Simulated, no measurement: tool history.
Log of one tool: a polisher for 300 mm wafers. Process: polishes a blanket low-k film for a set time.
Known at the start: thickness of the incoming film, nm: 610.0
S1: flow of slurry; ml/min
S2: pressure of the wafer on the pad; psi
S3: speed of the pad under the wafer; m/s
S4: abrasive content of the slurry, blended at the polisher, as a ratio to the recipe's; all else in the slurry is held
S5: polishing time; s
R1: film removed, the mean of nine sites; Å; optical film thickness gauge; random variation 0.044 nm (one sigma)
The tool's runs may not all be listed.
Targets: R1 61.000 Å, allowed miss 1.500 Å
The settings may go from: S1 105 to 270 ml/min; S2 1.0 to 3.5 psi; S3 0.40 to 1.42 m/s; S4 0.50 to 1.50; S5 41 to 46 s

run  hour   S1   S2    S3    S4  S5       R1
  1   0.0  175  2.2  0.90  1.00  46  159.290
  2   0.7  170  2.0  0.84  1.00  46  135.130
  3   9.0  135  2.0  0.84  1.00  46  134.060
  4  17.8  135  2.0  0.84  0.90  46  128.200
  5  25.7  135  1.9  0.80  0.90  46  117.620
  6  33.9  135  1.8  0.76  0.90  46  106.760
  7  34.7  135  1.7  0.74  0.90  46   98.934
  8  38.7  135  1.6  0.72  0.90  46   90.576
  9  44.3  135  1.5  0.72  0.90  46   85.452
 10  51.4  120  1.0  0.62  0.90  46   50.505
 11  59.2  130  1.0  0.62  0.90  46   51.294
 12  66.6  140  1.1  0.62  0.90  46   56.702
 13  70.9  140  1.1  0.62  0.90  46   55.761

Which of these 5 next moves meets every target?
  A  75.2  170  1.4  0.48  0.70  46   ?
  B  75.2  110  1.1  0.72  0.85  43   ?
  C  75.2  155  2.2  0.40  0.65  43   ?
  D  75.2  220  1.4  0.54  0.70  46   ?
  E  75.2  135  1.2  0.64  1.00  46   ?

move      R1
   A  53.411
   B  56.318
   C  63.681
   D  60.466
   E  65.677
A: further off than the last run
B: nearer than the last run, and not there yet
C: takes the result that was furthest off past its target
D: meets every target
E: takes the result that was furthest off past its target
Move D is the one to make.
